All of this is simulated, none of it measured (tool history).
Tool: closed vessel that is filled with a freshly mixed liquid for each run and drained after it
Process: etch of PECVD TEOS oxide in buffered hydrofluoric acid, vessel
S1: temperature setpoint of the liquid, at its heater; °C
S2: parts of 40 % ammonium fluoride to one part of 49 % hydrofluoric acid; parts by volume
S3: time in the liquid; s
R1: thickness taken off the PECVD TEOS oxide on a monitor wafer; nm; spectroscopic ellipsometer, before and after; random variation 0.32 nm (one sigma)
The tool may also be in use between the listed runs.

| run | day | S1 | S2 | S3 | R1 |
|---|---|---|---|---|---|
| 1 | 0 | 22 | 17.5 | 30 | 23.336 |
| 2 | 0.208 | 19.5 | 17.5 | 30 | 20.183 |
| 3 | 0.558 | 20.5 | 17.5 | 30 | 21.875 |
| 4 | 0.596 | 20.5 | 17.5 | 30 | 21.648 |
| 5 | 0.975 | 20.5 | 14 | 30 | 26.44 |
| 6 | 1.296 | 18 | 14 | 30 | 23.667 |
| 7 | 1.421 | 19 | 14 | 30 | 24.722 |
| 8 | 1.467 | 20 | 14 | 30 | 26.279 |

Forecast run 9:
| 9 | 1.75 | 21 | 14 | 30 | ? |

{"run 9": {"R1": 27.507}}
